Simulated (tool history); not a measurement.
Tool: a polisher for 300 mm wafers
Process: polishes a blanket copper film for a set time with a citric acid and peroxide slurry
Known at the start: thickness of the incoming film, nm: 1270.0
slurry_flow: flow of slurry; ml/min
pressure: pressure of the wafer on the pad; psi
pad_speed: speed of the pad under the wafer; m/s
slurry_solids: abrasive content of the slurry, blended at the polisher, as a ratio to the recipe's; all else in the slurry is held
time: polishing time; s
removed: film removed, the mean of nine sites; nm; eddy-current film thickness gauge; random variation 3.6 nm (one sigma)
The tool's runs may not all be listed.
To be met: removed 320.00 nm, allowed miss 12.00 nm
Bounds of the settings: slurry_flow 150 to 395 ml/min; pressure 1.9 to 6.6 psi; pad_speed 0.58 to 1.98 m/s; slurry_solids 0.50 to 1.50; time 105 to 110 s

{"run": 1, "hour": 0.0, "slurry_flow": 250, "pressure": 4.2, "pad_speed": 1.28, "slurry_solids": 1.0, "time": 105, "removed": 429.33}
{"run": 2, "hour": 6.6, "slurry_flow": 250, "pressure": 3.8, "pad_speed": 1.28, "slurry_solids": 1.0, "time": 105, "removed": 390.08}
{"run": 3, "hour": 14.9, "slurry_flow": 200, "pressure": 3.8, "pad_speed": 1.28, "slurry_solids": 1.0, "time": 105, "removed": 383.39}
{"run": 4, "hour": 22.8, "slurry_flow": 200, "pressure": 3.6, "pad_speed": 1.28, "slurry_solids": 1.0, "time": 105, "removed": 357.44}
{"run": 5, "hour": 24.7, "slurry_flow": 200, "pressure": 3.6, "pad_speed": 1.52, "slurry_solids": 1.0, "time": 105, "removed": 432.68}
{"run": 6, "hour": 27.2, "slurry_flow": 200, "pressure": 3.2, "pad_speed": 1.52, "slurry_solids": 1.0, "time": 105, "removed": 383.64}
{"run": 7, "hour": 34.7, "slurry_flow": 200, "pressure": 3.0, "pad_speed": 1.52, "slurry_solids": 1.0, "time": 105, "removed": 363.97}
{"run": 8, "hour": 41.9, "slurry_flow": 200, "pressure": 2.8, "pad_speed": 1.52, "slurry_solids": 1.0, "time": 105, "removed": 332.33}

5 next moves are on the table. One of them brings every result within its allowed miss. Which?
{"run": "A", "hour": 49.1, "slurry_flow": 240, "pressure": 2.3, "pad_speed": 1.66, "slurry_solids": 1.1, "time": 105, "removed": "?"}
{"run": "B", "hour": 49.1, "slurry_flow": 200, "pressure": 2.2, "pad_speed": 1.84, "slurry_solids": 1.2, "time": 109, "removed": "?"}
{"run": "C", "hour": 49.1, "slurry_flow": 150, "pressure": 4.3, "pad_speed": 1.02, "slurry_solids": 0.6, "time": 105, "removed": "?"}
{"run": "D", "hour": 49.1, "slurry_flow": 170, "pressure": 2.5, "pad_speed": 1.5, "slurry_solids": 0.9, "time": 105, "removed": "?"}
{"run": "E", "hour": 49.1, "slurry_flow": 225, "pressure": 3.7, "pad_speed": 1.2, "slurry_solids": 0.95, "time": 106, "removed": "?"}

move=A removed=322.30
move=B removed=353.99
move=C removed=304.33
move=D removed=290.66
move=E removed=360.70
A: meets every target
B: further off than the last run
C: takes the result that was furthest off past its target
D: takes the result that was furthest off past its target
E: further off than the last run
Move A is the one to make.
